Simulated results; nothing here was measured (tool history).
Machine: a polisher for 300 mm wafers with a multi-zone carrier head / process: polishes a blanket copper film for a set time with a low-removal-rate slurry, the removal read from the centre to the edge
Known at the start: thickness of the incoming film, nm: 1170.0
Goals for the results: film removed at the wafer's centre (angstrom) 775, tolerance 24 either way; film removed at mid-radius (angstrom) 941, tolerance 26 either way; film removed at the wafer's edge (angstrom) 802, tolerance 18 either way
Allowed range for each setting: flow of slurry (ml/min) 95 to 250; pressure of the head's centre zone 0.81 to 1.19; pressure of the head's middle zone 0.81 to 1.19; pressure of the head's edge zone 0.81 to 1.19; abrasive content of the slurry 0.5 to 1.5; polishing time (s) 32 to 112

| run | day | flow of slurry (ml/min) | pressure of the head's centre zone | pressure of the head's middle zone | pressure of the head's edge zone | abrasive content of the slurry | polishing time (s) | film removed at the wafer's centre (angstrom) | film removed at mid-radius (angstrom) | film removed at the wafer's edge (angstrom) |
|---|---|---|---|---|---|---|---|---|---|---|
| 1 | 0 | 160 | 1 | 1 | 1 | 1 | 72 | 1143.7 | 1167.5 | 1169.8 |
| 2 | 0.179 | 155 | 0.98 | 1.02 | 0.96 | 0.85 | 69 | 1012.2 | 1078.8 | 1040.2 |
| 3 | 0.508 | 150 | 0.96 | 1.04 | 0.92 | 0.75 | 68 | 961.91 | 1044.3 | 969.99 |
| 4 | 0.775 | 150 | 0.96 | 1.04 | 0.92 | 0.75 | 52 | 728.69 | 808.27 | 744.55 |
| 5 | 0.996 | 150 | 0.96 | 1.01 | 0.92 | 0.75 | 52 | 726.53 | 777.97 | 740.92 |
| 6 | 1.308 | 170 | 0.95 | 1.03 | 0.92 | 0.75 | 52 | 743.99 | 818.99 | 756.58 |
| 7 | 1.346 | 215 | 0.9 | 1.11 | 0.94 | 0.75 | 52 | 745.03 | 902.09 | 775.02 |
| 8 | 1.412 | 220 | 0.9 | 1.12 | 0.95 | 0.75 | 52 | 749.83 | 908.74 | 794.32 |

Which one of the following 4 next-run settings gets every result inside its allowed miss? There is exactly one.
| A | 1.479 | 250 | 0.92 | 1.14 | 0.96 | 0.9 | 49 | ? | ? | ? |
| B | 1.479 | 210 | 0.89 | 1.05 | 0.98 | 0.7 | 54 | ? | ? | ? |
| C | 1.479 | 215 | 0.92 | 1.14 | 0.88 | 0.8 | 52 | ? | ? | ? |
| D | 1.479 | 240 | 0.84 | 1.14 | 1.03 | 0.55 | 57 | ? | ? | ? |

| move | film removed at the wafer's centre (angstrom) | film removed at mid-radius (angstrom) | film removed at the wafer's edge (angstrom) |
|---|---|---|---|
| A | 772.51 | 928.75 | 798.76 |
| B | 755.69 | 870.88 | 817.08 |
| C | 777.15 | 936.42 | 777.21 |
| D | 728.49 | 937.83 | 835.22 |
A: meets every target
B: misses by more than the last run did
C: corrects the largest miss of the last run, while another result sits out of spec
D: corrects the largest miss of the last run, while another result sits out of spec
Move A is the one to make.

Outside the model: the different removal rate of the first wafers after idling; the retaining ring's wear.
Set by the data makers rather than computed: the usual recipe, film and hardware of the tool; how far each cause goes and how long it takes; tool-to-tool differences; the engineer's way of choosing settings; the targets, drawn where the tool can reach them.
